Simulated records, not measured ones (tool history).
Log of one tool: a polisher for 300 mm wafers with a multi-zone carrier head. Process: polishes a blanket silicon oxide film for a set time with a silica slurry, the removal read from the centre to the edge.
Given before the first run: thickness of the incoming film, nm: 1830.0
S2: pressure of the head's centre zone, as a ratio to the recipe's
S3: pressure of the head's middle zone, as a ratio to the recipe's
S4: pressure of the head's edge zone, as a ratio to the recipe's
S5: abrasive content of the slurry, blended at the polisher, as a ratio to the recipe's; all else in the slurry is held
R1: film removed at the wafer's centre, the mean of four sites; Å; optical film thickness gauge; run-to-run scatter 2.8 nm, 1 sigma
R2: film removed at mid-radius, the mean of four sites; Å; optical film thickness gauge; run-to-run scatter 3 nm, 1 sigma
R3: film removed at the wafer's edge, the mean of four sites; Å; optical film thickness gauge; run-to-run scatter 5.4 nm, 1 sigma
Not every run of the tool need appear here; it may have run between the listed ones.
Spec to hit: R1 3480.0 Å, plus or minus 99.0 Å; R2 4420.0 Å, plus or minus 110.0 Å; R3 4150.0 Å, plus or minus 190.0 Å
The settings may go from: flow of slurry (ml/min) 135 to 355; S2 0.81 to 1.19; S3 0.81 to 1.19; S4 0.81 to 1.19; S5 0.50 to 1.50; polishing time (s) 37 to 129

{"run": 1, "hour": 0.0, "flow of slurry (ml/min)": 225, "S2": 1.0, "S3": 1.0, "S4": 1.0, "S5": 1.0, "polishing time (s)": 83, "R1": 2519.4, "R2": 2571.2, "R3": 2652.2}
{"run": 2, "hour": 6.3, "flow of slurry (ml/min)": 240, "S2": 0.98, "S3": 1.05, "S4": 1.04, "S5": 1.15, "polishing time (s)": 86, "R1": 2725.1, "R2": 2940.8, "R3": 2948.3}
{"run": 3, "hour": 10.9, "flow of slurry (ml/min)": 240, "S2": 0.98, "S3": 1.05, "S4": 1.04, "S5": 1.0, "polishing time (s)": 86, "R1": 2560.5, "R2": 2826.9, "R3": 2828.4}
{"run": 4, "hour": 18.1, "flow of slurry (ml/min)": 240, "S2": 0.94, "S3": 1.05, "S4": 1.04, "S5": 1.0, "polishing time (s)": 86, "R1": 2472.0, "R2": 2828.0, "R3": 2743.5}
{"run": 5, "hour": 19.4, "flow of slurry (ml/min)": 240, "S2": 0.94, "S3": 1.05, "S4": 0.98, "S5": 1.0, "polishing time (s)": 86, "R1": 2500.3, "R2": 2787.2, "R3": 2767.4}
{"run": 6, "hour": 25.8, "flow of slurry (ml/min)": 250, "S2": 0.92, "S3": 1.08, "S4": 1.01, "S5": 1.15, "polishing time (s)": 90, "R1": 2683.5, "R2": 3229.5, "R3": 3013.1}
{"run": 7, "hour": 32.1, "flow of slurry (ml/min)": 205, "S2": 0.91, "S3": 1.07, "S4": 1.11, "S5": 1.4, "polishing time (s)": 109, "R1": 3317.4, "R2": 3981.3, "R3": 4035.8}
{"run": 8, "hour": 33.0, "flow of slurry (ml/min)": 205, "S2": 0.91, "S3": 1.07, "S4": 1.11, "S5": 1.4, "polishing time (s)": 109, "R1": 3356.0, "R2": 3996.5, "R3": 4040.1}
{"hour": 40.5, "done": "slurry nozzle cleaned"}
{"run": 9, "hour": 40.5, "flow of slurry (ml/min)": 220, "S2": 0.91, "S3": 1.09, "S4": 1.11, "S5": 1.4, "polishing time (s)": 109, "R1": 3815.5, "R2": 4552.6, "R3": 4273.8}
{"run": 10, "hour": 44.7, "flow of slurry (ml/min)": 215, "S2": 0.9, "S3": 1.09, "S4": 1.11, "S5": 1.4, "polishing time (s)": 109, "R1": 3710.6, "R2": 4567.5, "R3": 4483.0}

Below are 4 possible settings for the next run. Only one of them brings all results inside the allowed miss of their targets. Which is it?
{"run": "A", "hour": 48.9, "flow of slurry (ml/min)": 225, "S2": 0.83, "S3": 1.05, "S4": 1.19, "S5": 1.3, "polishing time (s)": 112, "R1": "?", "R2": "?", "R3": "?"}
{"run": "B", "hour": 48.9, "flow of slurry (ml/min)": 220, "S2": 0.88, "S3": 1.11, "S4": 1.08, "S5": 1.1, "polishing time (s)": 115, "R1": "?", "R2": "?", "R3": "?"}
{"run": "C", "hour": 48.9, "flow of slurry (ml/min)": 170, "S2": 0.95, "S3": 1.04, "S4": 1.09, "S5": 1.45, "polishing time (s)": 106, "R1": "?", "R2": "?", "R3": "?"}
{"run": "D", "hour": 48.9, "flow of slurry (ml/min)": 260, "S2": 0.91, "S3": 1.08, "S4": 1.14, "S5": 1.3, "polishing time (s)": 112, "R1": "?", "R2": "?", "R3": "?"}

move=A R1=3415.2 R2=4426.5 R3=4462.0
move=B R1=3463.6 R2=4436.9 R3=4065.0
move=C R1=3659.6 R2=4126.4 R3=4066.4
move=D R1=3828.0 R2=4619.6 R3=4428.2
A: the worst result of the last run now meets its target, but another is out of spec
B: every result within its allowed miss
C: the biggest miss grows against the last run
D: the biggest miss grows against the last run
So the answer is move B, the one that meets all the targets.
